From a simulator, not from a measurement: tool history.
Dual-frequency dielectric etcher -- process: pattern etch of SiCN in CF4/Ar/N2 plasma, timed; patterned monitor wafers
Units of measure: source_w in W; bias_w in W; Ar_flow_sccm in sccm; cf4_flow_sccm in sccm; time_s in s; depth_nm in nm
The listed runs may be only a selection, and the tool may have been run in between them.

{"run": 1, "hour": 0.0, "source_w": 410, "bias_w": 81, "Ar_flow_sccm": 103, "cf4_flow_sccm": 66, "time_s": 73.5, "depth_nm": 55.48}
{"run": 2, "hour": 5.0, "source_w": 400, "bias_w": 81, "Ar_flow_sccm": 103, "cf4_flow_sccm": 66, "time_s": 73.5, "depth_nm": 54.669}
{"run": 3, "hour": 9.4, "source_w": 400, "bias_w": 89, "Ar_flow_sccm": 103, "cf4_flow_sccm": 66, "time_s": 73.5, "depth_nm": 56.711}
{"run": 4, "hour": 12.9, "source_w": 390, "bias_w": 89, "Ar_flow_sccm": 103, "cf4_flow_sccm": 66, "time_s": 73.5, "depth_nm": 54.66}
{"hour": 16.7, "done": "CF4 flow controller replaced"}
{"run": 5, "hour": 16.7, "source_w": 380, "bias_w": 89, "Ar_flow_sccm": 103, "cf4_flow_sccm": 66, "time_s": 73.5, "depth_nm": 54.14}
{"run": 6, "hour": 25.6, "source_w": 450, "bias_w": 89, "Ar_flow_sccm": 103, "cf4_flow_sccm": 66, "time_s": 73.5, "depth_nm": 60.299}

What does the tool deliver on the next run?
{"run": 7, "hour": 26.2, "source_w": 370, "bias_w": 85, "Ar_flow_sccm": 104, "cf4_flow_sccm": 66, "time_s": 73.5, "depth_nm": "?"}

depth_nm: 51.786 nm

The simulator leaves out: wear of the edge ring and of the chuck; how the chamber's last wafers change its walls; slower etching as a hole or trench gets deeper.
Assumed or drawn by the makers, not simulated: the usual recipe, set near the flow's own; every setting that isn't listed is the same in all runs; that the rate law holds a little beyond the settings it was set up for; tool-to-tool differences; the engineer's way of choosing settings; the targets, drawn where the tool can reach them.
